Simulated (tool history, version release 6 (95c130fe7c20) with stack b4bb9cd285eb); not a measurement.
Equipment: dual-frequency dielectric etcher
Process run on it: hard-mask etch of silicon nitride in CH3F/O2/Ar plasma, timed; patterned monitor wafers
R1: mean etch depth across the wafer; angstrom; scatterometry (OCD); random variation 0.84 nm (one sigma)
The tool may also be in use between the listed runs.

run 1 day=0 | source_power_(kW)=0.53 bias_power_(kW)=0.06 etch_time_(s)=294 | R1=2237.7
run 2 day=0.2 | source_power_(kW)=0.53 bias_power_(kW)=0.07 etch_time_(s)=294 | R1=2325.9
run 3 day=0.358 | source_power_(kW)=0.49 bias_power_(kW)=0.069 etch_time_(s)=294 | R1=2243.6
run 4 day=0.412 | source_power_(kW)=0.46 bias_power_(kW)=0.069 etch_time_(s)=294 | R1=2176.1
run 5 day=0.592 | source_power_(kW)=0.44 bias_power_(kW)=0.069 etch_time_(s)=294 | R1=2148.8
run 6 day=0.733 | source_power_(kW)=0.44 bias_power_(kW)=0.069 etch_time_(s)=294 | R1=2127.1
run 7 day=1.079 | source_power_(kW)=0.44 bias_power_(kW)=0.069 etch_time_(s)=294 | R1=2137.1

Run 8 is up next; what results do you expect?
run 8 day=1.325 | source_power_(kW)=0.42 bias_power_(kW)=0.069 etch_time_(s)=294 | R1=?

Run 8 measured R1 2078.4 angstrom.
